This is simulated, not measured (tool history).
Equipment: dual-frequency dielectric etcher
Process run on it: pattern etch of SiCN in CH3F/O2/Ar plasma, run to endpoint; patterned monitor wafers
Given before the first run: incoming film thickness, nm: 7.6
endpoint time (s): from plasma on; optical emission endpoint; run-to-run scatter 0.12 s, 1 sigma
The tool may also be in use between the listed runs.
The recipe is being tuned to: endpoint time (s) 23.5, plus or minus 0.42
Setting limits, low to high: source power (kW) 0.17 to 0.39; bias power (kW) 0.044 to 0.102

run  hour  source power (kW)  bias power (kW)  endpoint time (s)
  1     0               0.28            0.073             21.184
  2   3.9               0.23            0.073             22.421
  3  10.6               0.19            0.073             22.763
  4  14.8               0.22            0.073             22.186
  5  20.8               0.22            0.072             22.548
  6    22                0.2            0.071             22.982
  7  28.4                0.2            0.071             23.026
  8  35.4                0.2            0.071             23.129

Next run, 5 choices. One meets every target within its allowed miss, the rest don't. Which?
  A  42.4               0.23            0.071                  ?
  B  42.4               0.23            0.069                  ?
  C  42.4               0.19             0.08                  ?
  D  42.4               0.22            0.064                  ?
  E  42.4               0.18            0.063                  ?

move  endpoint time (s)
   A             22.387
   B             22.604
   C             22.337
   D               23.4
   E             24.492
A: the biggest miss grows against the last run
B: the biggest miss grows against the last run
C: the biggest miss grows against the last run
D: every result lands within tolerance
E: the result that was furthest off in the last run now lies on the other side of its target
The right move is D.

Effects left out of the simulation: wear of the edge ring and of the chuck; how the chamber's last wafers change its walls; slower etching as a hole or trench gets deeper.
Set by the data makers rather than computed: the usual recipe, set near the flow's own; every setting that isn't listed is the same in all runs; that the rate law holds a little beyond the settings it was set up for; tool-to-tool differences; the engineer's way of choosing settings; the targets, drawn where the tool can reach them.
